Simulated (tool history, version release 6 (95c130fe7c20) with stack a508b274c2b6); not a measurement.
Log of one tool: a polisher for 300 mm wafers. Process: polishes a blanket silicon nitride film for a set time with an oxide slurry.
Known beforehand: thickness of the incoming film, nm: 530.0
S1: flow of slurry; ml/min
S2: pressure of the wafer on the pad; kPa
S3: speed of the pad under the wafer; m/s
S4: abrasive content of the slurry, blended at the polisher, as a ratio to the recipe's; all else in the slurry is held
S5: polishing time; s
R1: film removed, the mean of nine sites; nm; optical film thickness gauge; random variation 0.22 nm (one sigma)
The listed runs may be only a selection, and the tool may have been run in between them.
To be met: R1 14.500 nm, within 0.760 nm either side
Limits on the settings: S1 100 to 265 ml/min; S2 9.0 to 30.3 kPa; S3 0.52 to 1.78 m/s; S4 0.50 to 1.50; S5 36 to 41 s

| run | hour | S1 | S2 | S3 | S4 | S5 | R1 |
|---|---|---|---|---|---|---|---|
| 1 | 0.0 | 170 | 19.3 | 1.14 | 1.00 | 41 | 19.850 |
| 2 | 2.6 | 170 | 17.2 | 1.12 | 1.00 | 41 | 18.802 |
| 3 | 8.8 | 185 | 17.2 | 1.12 | 1.00 | 41 | 18.496 |
| 4 | 10.8 | 185 | 15.2 | 1.10 | 1.00 | 41 | 16.704 |
| 5 | 14.2 | 185 | 14.5 | 1.10 | 1.00 | 41 | 16.635 |
| 6 | 18.9 | 185 | 14.5 | 1.34 | 1.00 | 41 | 19.868 |
| 7 | 23.8 | 185 | 13.1 | 1.30 | 1.00 | 41 | 18.034 |
| 8 | 31.9 | 185 | 11.7 | 1.28 | 1.00 | 41 | 17.022 |
| 9 | 35.8 | 185 | 11.0 | 1.26 | 1.00 | 41 | 15.799 |
| 10 | 40.9 | 185 | 10.3 | 1.26 | 1.00 | 41 | 15.406 |

5 candidate next runs follow, results not yet known. Just one meets every target within its allowed miss. Identify it.
| A | 46.0 | 225 | 12.4 | 1.36 | 1.10 | 40 | ? |
| B | 46.0 | 110 | 12.4 | 1.40 | 1.15 | 39 | ? |
| C | 46.0 | 130 | 20.0 | 1.06 | 0.80 | 41 | ? |
| D | 46.0 | 195 | 9.7 | 1.36 | 1.00 | 38 | ? |
| E | 46.0 | 170 | 12.4 | 1.28 | 0.95 | 41 | ? |

| move | R1 |
|---|---|
| A | 18.686 |
| B | 16.960 |
| C | 17.158 |
| D | 14.812 |
| E | 16.680 |
A: the biggest miss grows against the last run
B: the biggest miss grows against the last run
C: the biggest miss grows against the last run
D: all results land within tolerance of their targets
E: the biggest miss grows against the last run
D is the move that brings every result within its allowed miss.

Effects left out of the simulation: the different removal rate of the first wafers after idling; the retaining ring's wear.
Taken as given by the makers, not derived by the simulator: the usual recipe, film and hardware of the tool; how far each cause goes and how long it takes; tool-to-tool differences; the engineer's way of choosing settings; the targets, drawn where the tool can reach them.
